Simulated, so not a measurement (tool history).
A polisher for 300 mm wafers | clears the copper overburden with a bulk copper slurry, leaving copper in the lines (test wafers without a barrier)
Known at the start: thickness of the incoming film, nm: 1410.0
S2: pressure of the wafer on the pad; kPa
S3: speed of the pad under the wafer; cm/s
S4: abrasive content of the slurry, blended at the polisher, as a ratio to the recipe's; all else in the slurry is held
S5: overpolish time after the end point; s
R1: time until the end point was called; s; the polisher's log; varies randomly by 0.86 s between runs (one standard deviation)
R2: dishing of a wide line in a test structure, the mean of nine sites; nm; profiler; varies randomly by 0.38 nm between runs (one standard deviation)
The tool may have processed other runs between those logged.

Run 1, hour 0.0: flow of slurry (ml/min) 320, S2 22.8 kPa, S3 128 cm/s, S4 1.00, S5 9 s. Result: R1 93.845 s, R2 25.749 nm.
Run 2, hour 7.4: flow of slurry (ml/min) 320, S2 22.8 kPa, S3 128 cm/s, S4 1.00, S5 12 s. Result: R1 95.283 s, R2 26.271 nm.
Run 3, hour 11.7: flow of slurry (ml/min) 320, S2 22.1 kPa, S3 132 cm/s, S4 1.00, S5 9 s. Result: R1 94.412 s, R2 26.805 nm.
Run 4, hour 16.3: flow of slurry (ml/min) 370, S2 25.5 kPa, S3 108 cm/s, S4 1.10, S5 10 s. Result: R1 93.502 s, R2 27.788 nm.
Run 5, hour 22.1: flow of slurry (ml/min) 310, S2 24.8 kPa, S3 120 cm/s, S4 0.90, S5 8 s. Result: R1 96.046 s, R2 25.524 nm.
Run 6, hour 26.2: flow of slurry (ml/min) 270, S2 26.2 kPa, S3 122 cm/s, S4 0.75, S5 6 s. Result: R1 96.051 s, R2 24.379 nm.
Run 7, hour 33.2: flow of slurry (ml/min) 245, S2 26.9 kPa, S3 124 cm/s, S4 0.65, S5 5 s. Result: R1 98.328 s, R2 23.381 nm.
Run 8, hour 40.2: flow of slurry (ml/min) 225, S2 27.6 kPa, S3 126 cm/s, S4 0.60, S5 4 s. Result: R1 99.453 s, R2 21.401 nm.
Run 9, hour 42.3: flow of slurry (ml/min) 215, S2 28.3 kPa, S3 128 cm/s, S4 0.55, S5 4 s. Result: R1 96.591 s, R2 20.693 nm.
Run 10, hour 44.0: flow of slurry (ml/min) 205, S2 29.0 kPa, S3 128 cm/s, S4 0.55, S5 4 s. Result: R1 94.840 s, R2 22.327 nm.

Run 11 comes next. What will it give?
Run 11, hour 46.6: flow of slurry (ml/min) 245, S2 27.6 kPa, S3 134 cm/s, S4 0.55, S5 4 s. Result: R1 ?, R2 ?.

Run 11 produced R1 94.969 s, R2 21.819 nm.

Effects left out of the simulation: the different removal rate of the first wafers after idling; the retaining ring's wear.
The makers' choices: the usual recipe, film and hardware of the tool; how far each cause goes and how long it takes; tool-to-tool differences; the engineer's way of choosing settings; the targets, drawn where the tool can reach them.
